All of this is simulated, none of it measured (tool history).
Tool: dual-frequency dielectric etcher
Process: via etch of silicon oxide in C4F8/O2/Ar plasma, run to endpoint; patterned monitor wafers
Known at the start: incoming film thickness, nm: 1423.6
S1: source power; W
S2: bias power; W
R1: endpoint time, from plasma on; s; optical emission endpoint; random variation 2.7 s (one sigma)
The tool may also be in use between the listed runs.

| run | day | S1 | S2 | R1 |
|---|---|---|---|---|
| 1 | 0 | 1930 | 2454 | 270.06 |
| 2 | 0.262 | 1930 | 2255 | 275.25 |
| 3 | 0.575 | 1790 | 2154 | 293.34 |
| 4 | 0.6 | 1790 | 2454 | 282.73 |
| 5 | 0.938 | 1690 | 2419 | 297.31 |
| 6 | 1.096 | 1880 | 2419 | 280.07 |
| 7 | 1.371 | 1770 | 2380 | 284.74 |
|  | 1.483 | bias power generator calibrated |
| 8 | 1.483 | 1770 | 2380 | 282.42 |

The next listed run, before its measurement:
| 9 | 1.688 | 1660 | 2308 | ? |

R1: 297.33 s
